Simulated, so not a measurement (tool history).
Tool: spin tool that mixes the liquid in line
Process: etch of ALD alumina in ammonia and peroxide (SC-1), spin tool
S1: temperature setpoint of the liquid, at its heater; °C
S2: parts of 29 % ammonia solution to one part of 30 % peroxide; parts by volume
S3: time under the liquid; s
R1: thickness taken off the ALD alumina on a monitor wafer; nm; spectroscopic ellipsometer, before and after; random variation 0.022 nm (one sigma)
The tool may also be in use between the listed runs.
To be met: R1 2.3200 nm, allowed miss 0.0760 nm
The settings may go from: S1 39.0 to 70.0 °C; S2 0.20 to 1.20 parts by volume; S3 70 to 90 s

{"run": 1, "hour": 0.0, "S1": 55.0, "S2": 0.8, "S3": 90, "R1": 3.4046}
{"run": 2, "hour": 2.2, "S1": 55.0, "S2": 0.95, "S3": 90, "R1": 3.5328}
{"run": 3, "hour": 9.2, "S1": 60.5, "S2": 0.95, "S3": 90, "R1": 4.7109}
{"run": 4, "hour": 15.8, "S1": 59.0, "S2": 0.95, "S3": 90, "R1": 4.3576}
{"run": 5, "hour": 24.6, "S1": 59.0, "S2": 0.7, "S3": 90, "R1": 4.2583}
{"run": 6, "hour": 30.7, "S1": 63.0, "S2": 0.7, "S3": 90, "R1": 5.2157}
{"run": 7, "hour": 37.9, "S1": 61.5, "S2": 0.7, "S3": 90, "R1": 4.8858}
{"run": 8, "hour": 40.4, "S1": 60.0, "S2": 0.7, "S3": 90, "R1": 4.4722}
{"run": 9, "hour": 48.3, "S1": 58.5, "S2": 0.7, "S3": 90, "R1": 4.0919}
{"run": 10, "hour": 57.1, "S1": 57.5, "S2": 0.7, "S3": 90, "R1": 3.9518}
{"run": 11, "hour": 64.9, "S1": 56.5, "S2": 0.7, "S3": 90, "R1": 3.67}
{"run": 12, "hour": 69.9, "S1": 55.5, "S2": 0.7, "S3": 90, "R1": 3.4733}
{"run": 13, "hour": 70.6, "S1": 54.5, "S2": 0.7, "S3": 90, "R1": 3.3647}
{"run": 14, "hour": 75.7, "S1": 53.5, "S2": 0.7, "S3": 90, "R1": 3.1941}
{"run": 15, "hour": 81.6, "S1": 53.5, "S2": 0.7, "S3": 90, "R1": 3.133}
{"run": 16, "hour": 87.2, "S1": 53.0, "S2": 0.7, "S3": 90, "R1": 3.0776}
{"run": 17, "hour": 92.1, "S1": 52.5, "S2": 0.7, "S3": 90, "R1": 3.0008}
{"run": 18, "hour": 100.0, "S1": 52.0, "S2": 0.7, "S3": 90, "R1": 2.8748}
{"run": 19, "hour": 106.7, "S1": 51.5, "S2": 0.7, "S3": 90, "R1": 2.8467}
{"run": 20, "hour": 112.2, "S1": 51.5, "S2": 0.7, "S3": 90, "R1": 2.8508}
{"run": 21, "hour": 114.2, "S1": 51.0, "S2": 0.7, "S3": 90, "R1": 2.7098}
{"hour": 117.4, "done": "heated supply line repaired"}
{"run": 22, "hour": 117.4, "S1": 50.5, "S2": 0.7, "S3": 90, "R1": 3.0848}
{"run": 23, "hour": 123.1, "S1": 49.5, "S2": 0.7, "S3": 90, "R1": 2.9299}
{"run": 24, "hour": 129.8, "S1": 49.5, "S2": 0.7, "S3": 90, "R1": 2.9616}

Which of these 4 next moves meets every target?
{"run": "A", "hour": 136.5, "S1": 51.0, "S2": 0.7, "S3": 90, "R1": "?"}
{"run": "B", "hour": 136.5, "S1": 52.0, "S2": 0.55, "S3": 70, "R1": "?"}
{"run": "C", "hour": 136.5, "S1": 45.5, "S2": 0.7, "S3": 90, "R1": "?"}
{"run": "D", "hour": 136.5, "S1": 46.5, "S2": 0.85, "S3": 90, "R1": "?"}

move=A R1=3.2165
move=B R1=2.5819
move=C R1=2.3683
move=D R1=2.5527
A: further off than the last run
B: nearer than the last run, and not there yet
C: meets every target
D: nearer than the last run, and not there yet
Move C is the one to make.
